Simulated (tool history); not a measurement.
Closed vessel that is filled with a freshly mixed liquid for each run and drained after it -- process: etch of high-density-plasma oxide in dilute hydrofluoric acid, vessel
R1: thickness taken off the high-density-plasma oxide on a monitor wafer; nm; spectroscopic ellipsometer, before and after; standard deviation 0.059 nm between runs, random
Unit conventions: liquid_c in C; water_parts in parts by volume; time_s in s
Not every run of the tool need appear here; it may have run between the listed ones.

{"run": 1, "day": 0.0, "liquid_c": 21.0, "water_parts": 130, "time_s": 635, "R1": 19.938}
{"run": 2, "day": 0.342, "liquid_c": 20.5, "water_parts": 140, "time_s": 635, "R1": 17.961}
{"run": 3, "day": 0.458, "liquid_c": 20.5, "water_parts": 105, "time_s": 635, "R1": 24.689}
{"run": 4, "day": 0.771, "liquid_c": 20.5, "water_parts": 90, "time_s": 635, "R1": 29.173}
{"run": 5, "day": 0.979, "liquid_c": 17.5, "water_parts": 90, "time_s": 635, "R1": 25.761}
{"run": 6, "day": 1.058, "liquid_c": 17.5, "water_parts": 100, "time_s": 635, "R1": 23.091}
{"run": 7, "day": 1.1, "liquid_c": 17.5, "water_parts": 110, "time_s": 635, "R1": 20.843}
{"run": 8, "day": 1.142, "liquid_c": 17.5, "water_parts": 120, "time_s": 635, "R1": 18.963}
{"run": 9, "day": 1.371, "liquid_c": 17.5, "water_parts": 130, "time_s": 635, "R1": 17.318}
{"run": 10, "day": 1.688, "liquid_c": 17.5, "water_parts": 135, "time_s": 635, "R1": 16.624}
{"run": 11, "day": 2.033, "liquid_c": 17.0, "water_parts": 185, "time_s": 635, "R1": 11.351}

What does the tool deliver on the next run?
{"run": 12, "day": 2.304, "liquid_c": 17.0, "water_parts": 195, "time_s": 635, "R1": "?"}

Run 12 gave R1 10.686 nm.
